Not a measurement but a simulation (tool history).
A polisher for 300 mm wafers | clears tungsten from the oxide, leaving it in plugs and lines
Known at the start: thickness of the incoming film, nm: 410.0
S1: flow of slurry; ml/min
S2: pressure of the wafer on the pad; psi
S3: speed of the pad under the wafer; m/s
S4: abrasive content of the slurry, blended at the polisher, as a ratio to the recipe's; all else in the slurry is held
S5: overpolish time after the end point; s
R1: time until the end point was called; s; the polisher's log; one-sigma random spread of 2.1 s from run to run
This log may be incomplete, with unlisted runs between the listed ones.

run,hour,S1,S2,S3,S4,S5,R1
1,0.0,315,4.2,1.26,1.0,31,85.803
2,0.9,315,3.5,1.22,1.0,31,103.710
3,8.2,315,3.5,1.00,1.0,31,124.250
4,12.6,315,3.5,1.00,1.0,31,124.670
5,19.8,315,3.2,1.00,1.0,31,133.430
6,28.1,315,2.2,1.00,1.0,31,177.660
7,37.0,315,2.3,1.00,1.0,31,173.180

Predict the results of run 8:
8,37.8,315,2.4,1.00,1.0,31,?

{"run 8": {"R1": 167.03}}

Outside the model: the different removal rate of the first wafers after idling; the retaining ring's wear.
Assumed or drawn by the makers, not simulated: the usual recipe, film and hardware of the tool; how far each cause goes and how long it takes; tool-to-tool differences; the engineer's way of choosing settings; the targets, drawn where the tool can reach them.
